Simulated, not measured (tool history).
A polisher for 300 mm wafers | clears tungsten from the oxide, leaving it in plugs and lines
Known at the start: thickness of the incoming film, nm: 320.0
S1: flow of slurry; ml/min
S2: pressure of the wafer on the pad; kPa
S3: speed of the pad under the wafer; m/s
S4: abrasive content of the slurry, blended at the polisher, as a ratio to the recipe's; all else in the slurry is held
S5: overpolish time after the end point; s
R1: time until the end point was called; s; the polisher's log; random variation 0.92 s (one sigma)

run 1 hour=0.0 | S1=260 S2=29.0 S3=1.06 S4=1.0 S5=21 | R1=52.974
run 2 hour=9.0 | S1=260 S2=26.9 S3=1.06 S4=1.0 S5=21 | R1=58.176
run 3 hour=15.2 | S1=260 S2=24.8 S3=1.06 S4=1.0 S5=21 | R1=61.977
run 4 hour=16.3 | S1=260 S2=23.4 S3=1.06 S4=1.0 S5=21 | R1=66.522
run 5 hour=20.3 | S1=260 S2=22.1 S3=1.06 S4=1.0 S5=21 | R1=68.985
run 6 hour=23.8 | S1=260 S2=20.7 S3=1.06 S4=1.0 S5=21 | R1=75.209
-- hour=30.1 head pressure recalibrated
run 7 hour=30.1 | S1=260 S2=20.0 S3=1.06 S4=1.0 S5=21 | R1=84.525

The next listed run, before its measurement:
run 8 hour=38.5 | S1=260 S2=18.6 S3=1.06 S4=1.0 S5=21 | R1=?

R1: 90.916 s
